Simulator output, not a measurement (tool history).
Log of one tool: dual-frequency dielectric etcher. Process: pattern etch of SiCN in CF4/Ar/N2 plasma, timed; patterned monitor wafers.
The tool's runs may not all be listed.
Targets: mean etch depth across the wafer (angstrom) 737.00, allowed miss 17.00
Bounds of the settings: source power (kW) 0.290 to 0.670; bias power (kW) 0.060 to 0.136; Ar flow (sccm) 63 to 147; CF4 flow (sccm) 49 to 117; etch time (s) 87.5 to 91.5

run,day,source power (kW),bias power (kW),Ar flow (sccm),CF4 flow (sccm),etch time (s),mean etch depth across the wafer (angstrom)
1,0.000,0.480,0.098,105,83,87.5,1012.60
2,0.212,0.420,0.097,105,83,87.5,874.33
3,0.458,0.390,0.097,105,83,87.5,805.89
4,0.542,0.390,0.097,105,95,87.5,814.24
5,0.821,0.390,0.103,105,95,87.5,846.07
# day 1.033: Ar flow controller replaced
6,1.033,0.390,0.110,105,95,87.5,845.53
7,1.158,0.370,0.110,105,95,87.5,811.19
8,1.512,0.360,0.110,105,95,87.5,789.80
9,1.638,0.350,0.110,105,95,87.5,759.39

Which of these 5 next moves meets every target?
A,1.762,0.360,0.103,93,103,87.5,?
B,1.762,0.330,0.100,86,104,91.5,?
C,1.762,0.320,0.112,102,80,90.5,?
D,1.762,0.360,0.105,107,89,91.5,?
E,1.762,0.330,0.108,121,90,89.5,?

move,mean etch depth across the wafer (angstrom)
A,787.46
B,747.37
C,705.25
D,795.79
E,698.84
A: further off than the last run
B: meets every target
C: takes the result that was furthest off past its target
D: further off than the last run
E: takes the result that was furthest off past its target
Move B is the one to make.

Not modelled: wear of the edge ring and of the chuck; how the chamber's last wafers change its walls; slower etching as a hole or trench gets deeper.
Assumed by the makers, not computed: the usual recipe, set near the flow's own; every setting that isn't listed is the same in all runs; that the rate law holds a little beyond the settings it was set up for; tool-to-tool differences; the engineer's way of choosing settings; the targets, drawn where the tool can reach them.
